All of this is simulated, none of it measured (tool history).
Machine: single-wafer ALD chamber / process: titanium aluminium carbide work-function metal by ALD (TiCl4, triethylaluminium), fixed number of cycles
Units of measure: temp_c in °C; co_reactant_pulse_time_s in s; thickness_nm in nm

run  hour  temp_c  co_reactant_pulse_time_s  thickness_nm
  1   0.0     295                      9.01        1.8043
  2   1.2     300                      9.01        1.8546
  3   7.5     304                      9.01        1.8690
  4  15.5     297                      9.01        1.8155
  5  18.2     297                      7.50        1.7565
  6  26.4     293                      7.12        1.6979
  7  28.4     290                      6.93        1.6622

For run 8, what comes out?
  8  29.8     288                      6.81             ?

Run 8 came out at thickness_nm 1.6412 nm.

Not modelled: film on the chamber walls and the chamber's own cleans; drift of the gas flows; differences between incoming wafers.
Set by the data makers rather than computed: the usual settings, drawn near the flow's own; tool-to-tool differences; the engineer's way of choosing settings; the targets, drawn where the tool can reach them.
